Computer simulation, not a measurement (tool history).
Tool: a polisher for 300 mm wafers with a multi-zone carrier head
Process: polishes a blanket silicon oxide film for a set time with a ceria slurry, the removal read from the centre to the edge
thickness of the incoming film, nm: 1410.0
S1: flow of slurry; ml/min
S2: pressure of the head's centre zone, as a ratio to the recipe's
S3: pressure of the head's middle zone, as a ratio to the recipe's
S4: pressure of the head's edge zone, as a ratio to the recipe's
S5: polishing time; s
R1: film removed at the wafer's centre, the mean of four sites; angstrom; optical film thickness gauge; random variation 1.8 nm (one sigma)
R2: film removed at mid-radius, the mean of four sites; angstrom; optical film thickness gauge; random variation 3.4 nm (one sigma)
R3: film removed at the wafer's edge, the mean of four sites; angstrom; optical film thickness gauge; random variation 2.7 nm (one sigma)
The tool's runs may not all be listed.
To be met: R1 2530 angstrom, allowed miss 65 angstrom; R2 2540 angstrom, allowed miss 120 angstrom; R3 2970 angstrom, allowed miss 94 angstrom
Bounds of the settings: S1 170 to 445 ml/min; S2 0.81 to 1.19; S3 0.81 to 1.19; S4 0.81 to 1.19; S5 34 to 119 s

| run | day | S1 | S2 | S3 | S4 | S5 | R1 | R2 | R3 |
|---|---|---|---|---|---|---|---|---|---|
| 1 | 0 | 285 | 1 | 1 | 1 | 76 | 3418.5 | 3868.2 | 3996.8 |
| 2 | 0.192 | 285 | 1 | 1.08 | 1 | 76 | 3387.2 | 4108.3 | 3967.8 |
| 3 | 0.338 | 285 | 1 | 1.08 | 1.08 | 76 | 3374.7 | 4128.5 | 4135.7 |
| 4 | 0.638 | 225 | 1 | 1.08 | 1.08 | 76 | 3285 | 4030.5 | 4113.4 |
| 5 | 0.85 | 190 | 1 | 1.08 | 1.08 | 76 | 3221.4 | 3946 | 4053.8 |
| 6 | 1.217 | 195 | 1 | 1.01 | 1.04 | 69 | 2985.2 | 3296.2 | 3550.3 |
| 7 | 1.388 | 190 | 0.97 | 0.96 | 1 | 67 | 2746.2 | 3110.9 | 3445.7 |
| 8 | 1.529 | 190 | 0.97 | 0.92 | 0.97 | 64 | 2644.6 | 2886.1 | 3204.6 |
| 9 | 1.571 | 185 | 0.97 | 0.89 | 0.96 | 63 | 2597.2 | 2739.6 | 3133.1 |
|  | 1.846 | centre zone pressure recalibrated |
| 10 | 1.846 | 185 | 0.97 | 0.87 | 0.94 | 62 | 2873.7 | 2682 | 3039.9 |
| 11 | 1.883 | 185 | 0.95 | 0.86 | 0.94 | 61 | 2723.7 | 2616.5 | 3022.7 |
| 12 | 1.988 | 180 | 0.93 | 0.86 | 0.94 | 60 | 2675.2 | 2559.8 | 2942.2 |
| 13 | 2.046 | 175 | 0.93 | 0.87 | 0.96 | 60 | 2612.3 | 2491.3 | 2929.5 |
| 14 | 2.338 | 175 | 0.93 | 0.88 | 0.97 | 60 | 2625.9 | 2548.4 | 2999.4 |
| 15 | 2.571 | 175 | 0.93 | 0.89 | 0.98 | 60 | 2616.5 | 2659.3 | 3012.9 |

Which of these 5 next moves meets every target?
| A | 2.804 | 170 | 0.93 | 0.9 | 1.02 | 58 | ? | ? | ? |
| B | 2.804 | 170 | 0.98 | 1.07 | 1.19 | 57 | ? | ? | ? |
| C | 2.804 | 285 | 0.89 | 1.02 | 1.05 | 55 | ? | ? | ? |
| D | 2.804 | 170 | 0.92 | 1.12 | 1.15 | 58 | ? | ? | ? |
| E | 2.804 | 170 | 1.02 | 0.97 | 1.05 | 58 | ? | ? | ? |

| move | R1 | R2 | R3 |
|---|---|---|---|
| A | 2529.2 | 2498.4 | 2947.2 |
| B | 2623.4 | 2838.7 | 3124.4 |
| C | 2463.5 | 2802.8 | 2967.2 |
| D | 2505.6 | 3004.8 | 3121 |
| E | 2777.3 | 2658.2 | 2986.6 |
A: meets every target
B: further off than the last run
C: takes the result that was furthest off past its target
D: brings the result that was furthest off to its target, and leaves another outside
E: further off than the last run
The right move is A.

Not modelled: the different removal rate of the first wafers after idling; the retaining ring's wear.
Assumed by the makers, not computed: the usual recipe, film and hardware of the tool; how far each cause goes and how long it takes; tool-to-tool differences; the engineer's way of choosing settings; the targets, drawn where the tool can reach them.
